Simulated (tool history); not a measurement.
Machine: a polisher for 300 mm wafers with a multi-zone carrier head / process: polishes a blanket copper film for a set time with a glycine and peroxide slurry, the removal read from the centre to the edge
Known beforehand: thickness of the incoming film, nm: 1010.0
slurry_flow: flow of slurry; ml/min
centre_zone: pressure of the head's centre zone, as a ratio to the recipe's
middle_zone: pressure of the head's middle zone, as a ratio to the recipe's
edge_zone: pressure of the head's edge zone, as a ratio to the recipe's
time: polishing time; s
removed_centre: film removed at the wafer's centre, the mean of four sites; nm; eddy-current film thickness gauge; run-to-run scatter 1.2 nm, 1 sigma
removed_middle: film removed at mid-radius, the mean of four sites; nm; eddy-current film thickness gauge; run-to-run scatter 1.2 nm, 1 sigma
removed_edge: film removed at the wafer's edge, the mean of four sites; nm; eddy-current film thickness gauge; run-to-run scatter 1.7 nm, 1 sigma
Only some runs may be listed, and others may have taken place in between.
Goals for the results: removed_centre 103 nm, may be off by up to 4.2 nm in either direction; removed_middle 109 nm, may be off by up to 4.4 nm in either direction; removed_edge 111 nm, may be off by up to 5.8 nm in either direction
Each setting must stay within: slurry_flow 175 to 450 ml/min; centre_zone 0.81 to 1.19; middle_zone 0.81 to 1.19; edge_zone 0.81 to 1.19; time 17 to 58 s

Run 1, hour 0: slurry_flow 290 ml/min, centre_zone 1, middle_zone 1, edge_zone 1, time 37 s. Result: removed_centre 182.88 nm, removed_middle 187.5 nm, removed_edge 195.25 nm.
Run 2, hour 2.6: slurry_flow 290 ml/min, centre_zone 1, middle_zone 0.96, edge_zone 1, time 37 s. Result: removed_centre 183.51 nm, removed_middle 180.93 nm, removed_edge 189.07 nm.
Run 3, hour 10.4: slurry_flow 290 ml/min, centre_zone 0.98, middle_zone 0.94, edge_zone 0.98, time 35 s. Result: removed_centre 169.21 nm, removed_middle 166.01 nm, removed_edge 180.53 nm.
Run 4, hour 19.1: slurry_flow 315 ml/min, centre_zone 0.98, middle_zone 0.94, edge_zone 0.98, time 35 s. Result: removed_centre 171.63 nm, removed_middle 164.79 nm, removed_edge 176.46 nm.
Run 5, hour 20.2: slurry_flow 315 ml/min, centre_zone 0.98, middle_zone 0.94, edge_zone 0.91, time 35 s. Result: removed_centre 167.38 nm, removed_middle 164.42 nm, removed_edge 178.14 nm.
Run 6, hour 24.3: slurry_flow 320 ml/min, centre_zone 0.98, middle_zone 0.95, edge_zone 0.91, time 32 s. Result: removed_centre 156.26 nm, removed_middle 154.97 nm, removed_edge 161.51 nm.
Run 7, hour 31.4: slurry_flow 320 ml/min, centre_zone 0.97, middle_zone 0.95, edge_zone 0.91, time 30 s. Result: removed_centre 145.23 nm, removed_middle 143.59 nm, removed_edge 146.34 nm.
Run 8, hour 32.7: slurry_flow 315 ml/min, centre_zone 0.95, middle_zone 0.94, edge_zone 0.91, time 29 s. Result: removed_centre 136.83 nm, removed_middle 137.73 nm, removed_edge 142.96 nm.
Run 9, hour 38.7: slurry_flow 315 ml/min, centre_zone 0.94, middle_zone 0.94, edge_zone 0.91, time 28 s. Result: removed_centre 133.95 nm, removed_middle 135.94 nm, removed_edge 143.07 nm.
Run 10, hour 40.6: slurry_flow 305 ml/min, centre_zone 0.91, middle_zone 0.96, edge_zone 0.83, time 18 s. Result: removed_centre 82.19 nm, removed_middle 88.6 nm, removed_edge 88.184 nm.
Run 11, hour 41.9: slurry_flow 315 ml/min, centre_zone 0.91, middle_zone 0.96, edge_zone 0.85, time 18 s. Result: removed_centre 81.726 nm, removed_middle 86.561 nm, removed_edge 86.2 nm.
Run 12, hour 47.3: slurry_flow 300 ml/min, centre_zone 0.89, middle_zone 0.94, edge_zone 0.85, time 28 s. Result: removed_centre 122.01 nm, removed_middle 133.63 nm, removed_edge 132.61 nm.

Next run, 5 choices. One meets every target within its allowed miss, the rest don't. Which?
Run A, hour 52.7: slurry_flow 410 ml/min, centre_zone 1.03, middle_zone 0.98, edge_zone 0.84, time 20 s. Result: removed_centre ?, removed_middle ?, removed_edge ?.
Run B, hour 52.7: slurry_flow 220 ml/min, centre_zone 0.9, middle_zone 0.94, edge_zone 0.85, time 24 s. Result: removed_centre ?, removed_middle ?, removed_edge ?.
Run C, hour 52.7: slurry_flow 210 ml/min, centre_zone 0.82, middle_zone 0.87, edge_zone 0.88, time 23 s. Result: removed_centre ?, removed_middle ?, removed_edge ?.
Run D, hour 52.7: slurry_flow 265 ml/min, centre_zone 0.92, middle_zone 0.81, edge_zone 0.95, time 24 s. Result: removed_centre ?, removed_middle ?, removed_edge ?.
Run E, hour 52.7: slurry_flow 280 ml/min, centre_zone 0.93, middle_zone 0.92, edge_zone 0.85, time 21 s. Result: removed_centre ?, removed_middle ?, removed_edge ?.

move  removed_centre  removed_middle  removed_edge
   A          104.72           100.9        95.355
   B          104.19          111.73        111.13
   C          90.446          100.05        107.96
   D          108.25          100.31        118.51
   E          96.288          97.908        98.711
A: takes the result that was furthest off past its target
B: every result lands within tolerance
C: takes the result that was furthest off past its target
D: takes the result that was furthest off past its target
E: takes the result that was furthest off past its target
B is the move that brings every result within its allowed miss.
